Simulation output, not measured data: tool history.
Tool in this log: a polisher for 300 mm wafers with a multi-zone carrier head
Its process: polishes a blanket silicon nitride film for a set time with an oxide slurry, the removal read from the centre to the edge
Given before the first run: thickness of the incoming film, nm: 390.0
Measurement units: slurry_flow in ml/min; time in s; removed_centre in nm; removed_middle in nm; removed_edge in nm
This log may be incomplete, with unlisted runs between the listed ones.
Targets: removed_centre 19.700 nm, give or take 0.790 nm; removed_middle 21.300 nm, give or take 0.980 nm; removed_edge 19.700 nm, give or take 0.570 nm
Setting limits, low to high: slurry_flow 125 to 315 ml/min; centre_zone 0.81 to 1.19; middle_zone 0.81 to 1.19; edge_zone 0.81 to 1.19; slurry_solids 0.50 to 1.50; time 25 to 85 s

run,hour,slurry_flow,centre_zone,middle_zone,edge_zone,slurry_solids,time,removed_centre,removed_middle,removed_edge
1,0.0,205,1.00,1.00,1.00,1.00,55,31.296,30.324,30.869
2,8.0,205,1.06,1.00,1.00,1.00,55,32.431,30.897,31.015
3,15.0,205,1.10,1.00,1.00,1.00,55,33.416,30.824,30.664
4,16.0,200,1.08,1.01,0.99,0.95,54,32.189,29.329,29.344
5,23.6,180,1.08,1.01,0.99,0.95,54,31.300,28.228,29.084
6,25.7,185,1.06,1.02,0.98,0.90,53,28.838,27.751,27.457
7,29.8,185,1.05,1.02,0.97,0.85,53,28.265,27.019,26.723
8,32.9,185,1.05,1.02,0.97,0.85,53,28.500,26.774,26.770

4 candidate next runs follow, results not yet known. Just one meets every target within its allowed miss. Identify it.
A,36.0,135,1.11,0.92,0.98,0.90,37,?,?,?
B,36.0,205,0.97,1.08,0.95,0.90,38,?,?,?
C,36.0,260,1.10,1.13,0.96,0.55,49,?,?,?
D,36.0,210,1.19,1.13,0.81,0.90,35,?,?,?

move,removed_centre,removed_middle,removed_edge
A,19.780,16.901,18.407
B,19.564,21.243,19.781
C,22.508,22.234,19.941
D,22.144,20.298,17.099
A: takes the result that was furthest off past its target
B: meets every target
C: brings the last run's worst result on target, with another outside its allowed miss
D: takes the result that was furthest off past its target
Go with B: it meets all targets.

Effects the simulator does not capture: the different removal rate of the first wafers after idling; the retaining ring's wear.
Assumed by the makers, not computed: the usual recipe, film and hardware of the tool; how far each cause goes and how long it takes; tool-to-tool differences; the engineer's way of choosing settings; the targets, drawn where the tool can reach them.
